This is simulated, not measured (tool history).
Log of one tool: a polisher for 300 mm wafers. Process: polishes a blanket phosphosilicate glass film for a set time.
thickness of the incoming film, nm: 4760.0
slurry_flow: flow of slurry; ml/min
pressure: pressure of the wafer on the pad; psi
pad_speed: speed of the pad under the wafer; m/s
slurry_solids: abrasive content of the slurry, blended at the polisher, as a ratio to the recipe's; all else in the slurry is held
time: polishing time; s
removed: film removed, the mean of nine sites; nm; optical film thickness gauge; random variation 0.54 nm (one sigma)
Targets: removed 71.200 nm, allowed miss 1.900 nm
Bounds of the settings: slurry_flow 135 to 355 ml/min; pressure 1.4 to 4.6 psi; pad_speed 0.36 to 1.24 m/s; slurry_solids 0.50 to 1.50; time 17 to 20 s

{"run": 1, "day": 0.0, "slurry_flow": 225, "pressure": 3.0, "pad_speed": 0.8, "slurry_solids": 1.0, "time": 20, "removed": 107.47}
{"run": 2, "day": 0.362, "slurry_flow": 220, "pressure": 2.6, "pad_speed": 0.8, "slurry_solids": 1.0, "time": 20, "removed": 96.545}
{"run": 3, "day": 0.5, "slurry_flow": 220, "pressure": 2.2, "pad_speed": 0.8, "slurry_solids": 1.0, "time": 20, "removed": 88.289}
{"run": 4, "day": 0.692, "slurry_flow": 165, "pressure": 2.2, "pad_speed": 0.8, "slurry_solids": 1.0, "time": 20, "removed": 84.837}
{"run": 5, "day": 0.742, "slurry_flow": 165, "pressure": 2.0, "pad_speed": 0.8, "slurry_solids": 1.0, "time": 20, "removed": 79.571}
{"run": 6, "day": 1.033, "slurry_flow": 205, "pressure": 2.0, "pad_speed": 0.8, "slurry_solids": 1.0, "time": 20, "removed": 81.685}
{"run": 7, "day": 1.392, "slurry_flow": 200, "pressure": 1.8, "pad_speed": 0.8, "slurry_solids": 1.0, "time": 20, "removed": 79.302}
{"run": 8, "day": 1.642, "slurry_flow": 190, "pressure": 1.7, "pad_speed": 0.8, "slurry_solids": 1.0, "time": 20, "removed": 76.08}

4 next moves are on the table. One of them brings every result within its allowed miss. Which?
{"run": "A", "day": 1.892, "slurry_flow": 200, "pressure": 1.6, "pad_speed": 0.92, "slurry_solids": 0.9, "time": 20, "removed": "?"}
{"run": "B", "day": 1.892, "slurry_flow": 235, "pressure": 1.6, "pad_speed": 0.8, "slurry_solids": 1.0, "time": 20, "removed": "?"}
{"run": "C", "day": 1.892, "slurry_flow": 210, "pressure": 1.8, "pad_speed": 0.8, "slurry_solids": 1.0, "time": 19, "removed": "?"}
{"run": "D", "day": 1.892, "slurry_flow": 190, "pressure": 1.8, "pad_speed": 0.78, "slurry_solids": 0.95, "time": 19, "removed": "?"}

move=A removed=75.988
move=B removed=74.901
move=C removed=74.549
move=D removed=70.421
A: as far off as the last run
B: nearer than the last run, and not there yet
C: nearer than the last run, and not there yet
D: meets every target
The right move is D.
